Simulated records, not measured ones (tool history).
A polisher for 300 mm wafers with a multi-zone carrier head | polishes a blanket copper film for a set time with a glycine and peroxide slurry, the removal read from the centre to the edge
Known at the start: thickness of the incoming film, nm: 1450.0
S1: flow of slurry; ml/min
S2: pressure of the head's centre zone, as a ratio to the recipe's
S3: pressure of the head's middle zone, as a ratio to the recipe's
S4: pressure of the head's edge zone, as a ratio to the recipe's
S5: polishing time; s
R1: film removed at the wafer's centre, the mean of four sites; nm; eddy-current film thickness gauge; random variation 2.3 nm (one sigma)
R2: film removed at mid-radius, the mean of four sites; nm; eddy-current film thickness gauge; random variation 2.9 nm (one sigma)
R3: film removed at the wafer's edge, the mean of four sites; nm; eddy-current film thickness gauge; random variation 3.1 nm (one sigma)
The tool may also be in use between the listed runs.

Run 1, hour 0.0: S1 230 ml/min, S2 1.00, S3 1.00, S4 1.00, S5 37 s. Result: R1 207.58 nm, R2 214.73 nm, R3 207.65 nm.
Run 2, hour 0.7: S1 230 ml/min, S2 0.98, S3 1.00, S4 1.04, S5 39 s. Result: R1 216.27 nm, R2 226.72 nm, R3 226.29 nm.
Run 3, hour 5.8: S1 230 ml/min, S2 0.93, S3 1.00, S4 1.04, S5 39 s. Result: R1 205.68 nm, R2 220.06 nm, R3 223.56 nm.
Run 4, hour 11.9: S1 230 ml/min, S2 0.93, S3 1.01, S4 1.07, S5 41 s. Result: R1 214.96 nm, R2 238.88 nm, R3 236.51 nm.
Run 5, hour 18.5: S1 230 ml/min, S2 0.93, S3 1.01, S4 0.99, S5 41 s. Result: R1 215.54 nm, R2 237.42 nm, R3 228.34 nm.
Run 6, hour 20.1: S1 190 ml/min, S2 0.93, S3 1.01, S4 0.99, S5 41 s. Result: R1 207.28 nm, R2 231.53 nm, R3 225.60 nm.
Run 7, hour 24.7: S1 190 ml/min, S2 0.93, S3 1.00, S4 1.03, S5 43 s. Result: R1 217.21 nm, R2 242.56 nm, R3 239.47 nm.

The next listed run, before its measurement:
Run 8, hour 26.7: S1 210 ml/min, S2 0.92, S3 0.99, S4 1.07, S5 44 s. Result: R1 ?, R2 ?, R3 ?.

Run 8 gave R1 221.98 nm, R2 243.27 nm, R3 253.45 nm.
